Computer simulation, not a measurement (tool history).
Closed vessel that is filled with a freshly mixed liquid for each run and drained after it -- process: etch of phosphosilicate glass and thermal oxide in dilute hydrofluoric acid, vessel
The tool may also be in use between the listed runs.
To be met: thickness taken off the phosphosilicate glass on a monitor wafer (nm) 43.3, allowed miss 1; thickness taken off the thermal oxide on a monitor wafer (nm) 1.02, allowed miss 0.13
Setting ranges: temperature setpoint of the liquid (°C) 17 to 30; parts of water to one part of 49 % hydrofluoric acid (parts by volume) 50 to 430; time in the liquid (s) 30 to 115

run  hour  temperature setpoint of the liquid (°C)  parts of water to one part of 49 % hydrofluoric acid (parts by volume)  time in the liquid (s)  thickness taken off the phosphosilicate glass on a monitor wafer (nm)  thickness taken off the thermal oxide on a monitor wafer (nm)
  1     0                                       22                                                                     240                      60                                                                 38.489                                                        0.97546
  2   0.8                                     18.5                                                                     240                      60                                                                 34.026                                                        0.81187
  3   5.6                                       22                                                                     240                      60                                                                 38.192                                                        0.99275
  4   6.9                                       22                                                                     240                      75                                                                 48.258                                                         1.1655
  5  14.4                                       22                                                                     300                      75                                                                  36.38                                                        0.83211
  6  15.1                                       19                                                                     300                      75                                                                 32.529                                                        0.77639
  7  17.7                                       20                                                                     300                      75                                                                 33.737                                                        0.77449
  8  20.6                                       21                                                                     300                      75                                                                 35.142                                                        0.85363

Consider the 4 candidate settings below. Which is the only one whose results all fall within their allowed miss of target?
  A  23.5                                       21                                                                     340                      80                                                                      ?                                                              ?
  B  23.5                                     18.5                                                                     345                      85                                                                      ?                                                              ?
  C  23.5                                       23                                                                     355                      80                                                                      ?                                                              ?
  D  23.5                                     21.5                                                                     245                      70                                                                      ?                                                              ?

move  thickness taken off the phosphosilicate glass on a monitor wafer (nm)  thickness taken off the thermal oxide on a monitor wafer (nm)
   A                                                                 31.774                                                        0.78262
   B                                                                 30.291                                                        0.74608
   C                                                                 32.183                                                        0.79269
   D                                                                 42.892                                                         1.0565
A: moves away from the targets compared with the last run
B: moves away from the targets compared with the last run
C: moves away from the targets compared with the last run
D: each result inside its tolerance
Move D is the one to make.
